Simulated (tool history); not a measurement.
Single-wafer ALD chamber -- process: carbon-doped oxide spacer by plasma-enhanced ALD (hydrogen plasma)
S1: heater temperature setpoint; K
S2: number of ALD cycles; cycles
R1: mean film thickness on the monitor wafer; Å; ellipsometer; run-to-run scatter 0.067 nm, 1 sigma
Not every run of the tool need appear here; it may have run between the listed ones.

Run 1, hour 0.0: S1 668.15 K, S2 616 cycles. Result: R1 291.75 Å.
Run 2, hour 5.2: S1 668.15 K, S2 579 cycles. Result: R1 274.56 Å.
Run 3, hour 12.4: S1 668.15 K, S2 632 cycles. Result: R1 297.21 Å.
Run 4, hour 14.3: S1 674.15 K, S2 632 cycles. Result: R1 297.18 Å.
Run 5, hour 22.1: S1 674.15 K, S2 564 cycles. Result: R1 264.60 Å.
Run 6, hour 26.8: S1 666.15 K, S2 564 cycles. Result: R1 267.59 Å.
Run 7, hour 33.8: S1 666.15 K, S2 564 cycles. Result: R1 266.55 Å.
Run 8, hour 41.9: S1 666.15 K, S2 541 cycles. Result: R1 254.12 Å.

Estimate the outcome of run 9 from the log above:
Run 9, hour 49.6: S1 666.15 K, S2 526 cycles. Result: R1 ?.

Run 9 yielded R1 248.88 Å.

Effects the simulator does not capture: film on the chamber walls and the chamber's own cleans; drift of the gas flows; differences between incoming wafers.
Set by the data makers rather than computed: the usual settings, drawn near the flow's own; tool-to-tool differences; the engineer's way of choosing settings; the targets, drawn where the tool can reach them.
